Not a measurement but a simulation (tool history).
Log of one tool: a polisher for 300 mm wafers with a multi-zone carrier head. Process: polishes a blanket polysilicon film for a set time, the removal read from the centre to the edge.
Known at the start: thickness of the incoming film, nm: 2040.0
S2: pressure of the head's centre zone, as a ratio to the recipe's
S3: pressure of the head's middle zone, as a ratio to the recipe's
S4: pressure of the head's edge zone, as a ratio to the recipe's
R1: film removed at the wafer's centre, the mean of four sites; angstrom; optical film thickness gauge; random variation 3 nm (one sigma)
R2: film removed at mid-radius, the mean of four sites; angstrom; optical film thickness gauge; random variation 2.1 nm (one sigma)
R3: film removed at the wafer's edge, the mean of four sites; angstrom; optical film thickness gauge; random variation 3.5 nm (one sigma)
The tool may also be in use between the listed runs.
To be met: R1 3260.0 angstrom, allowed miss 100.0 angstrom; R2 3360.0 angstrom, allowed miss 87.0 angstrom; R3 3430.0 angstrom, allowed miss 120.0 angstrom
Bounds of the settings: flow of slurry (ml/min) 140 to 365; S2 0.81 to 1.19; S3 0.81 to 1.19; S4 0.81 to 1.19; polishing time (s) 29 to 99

run 1 hour=0.0 | flow_of_slurry_(ml/min)=235 S2=1.00 S3=1.00 S4=1.00 polishing_time_(s)=64 | R1=4922.6 R2=5233.0 R3=5314.2
run 2 hour=3.5 | flow_of_slurry_(ml/min)=235 S2=1.00 S3=1.04 S4=1.00 polishing_time_(s)=64 | R1=5011.5 R2=5470.2 R3=5238.6
run 3 hour=8.9 | flow_of_slurry_(ml/min)=235 S2=1.00 S3=1.04 S4=1.00 polishing_time_(s)=55 | R1=4256.0 R2=4659.5 R3=4394.8
run 4 hour=17.0 | flow_of_slurry_(ml/min)=235 S2=0.96 S3=1.04 S4=1.00 polishing_time_(s)=55 | R1=4135.2 R2=4694.6 R3=4530.3
run 5 hour=22.9 | flow_of_slurry_(ml/min)=290 S2=0.96 S3=1.04 S4=1.00 polishing_time_(s)=55 | R1=4180.7 R2=4795.1 R3=4538.0
run 6 hour=26.4 | flow_of_slurry_(ml/min)=345 S2=0.96 S3=1.04 S4=1.00 polishing_time_(s)=55 | R1=4244.2 R2=4820.6 R3=4549.7
run 7 hour=31.9 | flow_of_slurry_(ml/min)=350 S2=0.95 S3=1.00 S4=0.97 polishing_time_(s)=50 | R1=3800.2 R2=4280.7 R3=4089.4
run 8 hour=33.5 | flow_of_slurry_(ml/min)=350 S2=0.95 S3=0.95 S4=0.93 polishing_time_(s)=48 | R1=3691.4 R2=3872.8 R3=3914.4
run 9 hour=36.2 | flow_of_slurry_(ml/min)=350 S2=0.94 S3=0.94 S4=0.90 polishing_time_(s)=46 | R1=3513.8 R2=3626.7 R3=3585.3
run 10 hour=37.7 | flow_of_slurry_(ml/min)=340 S2=0.92 S3=0.93 S4=0.89 polishing_time_(s)=46 | R1=3434.2 R2=3639.2 R3=3645.6
run 11 hour=46.4 | flow_of_slurry_(ml/min)=340 S2=0.91 S3=0.92 S4=0.87 polishing_time_(s)=46 | R1=3403.4 R2=3585.3 R3=3548.3
run 12 hour=47.1 | flow_of_slurry_(ml/min)=340 S2=0.90 S3=0.90 S4=0.86 polishing_time_(s)=46 | R1=3362.6 R2=3558.2 R3=3584.0
run 13 hour=48.5 | flow_of_slurry_(ml/min)=340 S2=0.90 S3=0.89 S4=0.85 polishing_time_(s)=46 | R1=3333.5 R2=3519.3 R3=3540.6
run 14 hour=55.1 | flow_of_slurry_(ml/min)=340 S2=0.90 S3=0.88 S4=0.84 polishing_time_(s)=46 | R1=3407.7 R2=3461.7 R3=3555.3

5 next moves are on the table. One of them brings every result within its allowed miss. Which?
run A hour=61.7 | flow_of_slurry_(ml/min)=250 S2=0.89 S3=0.89 S4=0.92 polishing_time_(s)=48 | R1=? R2=? R3=?
run B hour=61.7 | flow_of_slurry_(ml/min)=360 S2=0.91 S3=0.84 S4=0.93 polishing_time_(s)=46 | R1=? R2=? R3=?
run C hour=61.7 | flow_of_slurry_(ml/min)=350 S2=0.84 S3=0.84 S4=0.89 polishing_time_(s)=48 | R1=? R2=? R3=?
run D hour=61.7 | flow_of_slurry_(ml/min)=325 S2=0.94 S3=0.91 S4=0.91 polishing_time_(s)=43 | R1=? R2=? R3=?
run E hour=61.7 | flow_of_slurry_(ml/min)=365 S2=0.81 S3=0.86 S4=0.81 polishing_time_(s)=48 | R1=? R2=? R3=?

move=A R1=3410.0 R2=3575.3 R3=3801.1
move=B R1=3428.3 R2=3362.6 R3=3745.1
move=C R1=3370.3 R2=3502.8 R3=3823.7
move=D R1=3255.5 R2=3332.5 R3=3442.6
move=E R1=3296.4 R2=3582.8 R3=3673.8
A: further off than the last run
B: further off than the last run
C: further off than the last run
D: meets every target
E: brings the result that was furthest off to its target, and leaves another outside
Move D is the one to make.

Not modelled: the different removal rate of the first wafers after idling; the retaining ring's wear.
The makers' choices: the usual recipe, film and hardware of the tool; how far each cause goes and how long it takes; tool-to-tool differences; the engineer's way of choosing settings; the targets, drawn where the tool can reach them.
